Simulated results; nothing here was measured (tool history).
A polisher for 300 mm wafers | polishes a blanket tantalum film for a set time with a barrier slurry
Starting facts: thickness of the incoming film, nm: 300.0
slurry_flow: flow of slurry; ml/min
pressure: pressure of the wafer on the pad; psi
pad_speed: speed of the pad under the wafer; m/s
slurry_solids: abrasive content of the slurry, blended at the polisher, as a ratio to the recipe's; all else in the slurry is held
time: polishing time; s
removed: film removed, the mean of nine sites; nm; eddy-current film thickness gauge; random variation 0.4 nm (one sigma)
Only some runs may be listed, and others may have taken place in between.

{"run": 1, "hour": 0.0, "slurry_flow": 265, "pressure": 2.5, "pad_speed": 0.9, "slurry_solids": 1.0, "time": 39, "removed": 83.095}
{"run": 2, "hour": 1.8, "slurry_flow": 265, "pressure": 2.3, "pad_speed": 0.86, "slurry_solids": 1.0, "time": 39, "removed": 72.797}
{"run": 3, "hour": 9.5, "slurry_flow": 265, "pressure": 2.1, "pad_speed": 0.82, "slurry_solids": 1.0, "time": 39, "removed": 64.668}
{"run": 4, "hour": 14.1, "slurry_flow": 265, "pressure": 2.1, "pad_speed": 0.82, "slurry_solids": 1.0, "time": 36, "removed": 58.892}
{"run": 5, "hour": 14.8, "slurry_flow": 240, "pressure": 2.1, "pad_speed": 0.82, "slurry_solids": 1.0, "time": 36, "removed": 58.877}
{"run": 6, "hour": 20.7, "slurry_flow": 240, "pressure": 2.0, "pad_speed": 0.8, "slurry_solids": 1.0, "time": 36, "removed": 54.663}
{"run": 7, "hour": 23.5, "slurry_flow": 235, "pressure": 1.9, "pad_speed": 0.8, "slurry_solids": 1.0, "time": 36, "removed": 51.634}
{"run": 8, "hour": 29.7, "slurry_flow": 230, "pressure": 1.8, "pad_speed": 0.8, "slurry_solids": 1.0, "time": 36, "removed": 50.169}

Forecast run 9:
{"run": 9, "hour": 36.9, "slurry_flow": 230, "pressure": 1.1, "pad_speed": 0.68, "slurry_solids": 1.0, "time": 36, "removed": "?"}

removed: 26.858 nm

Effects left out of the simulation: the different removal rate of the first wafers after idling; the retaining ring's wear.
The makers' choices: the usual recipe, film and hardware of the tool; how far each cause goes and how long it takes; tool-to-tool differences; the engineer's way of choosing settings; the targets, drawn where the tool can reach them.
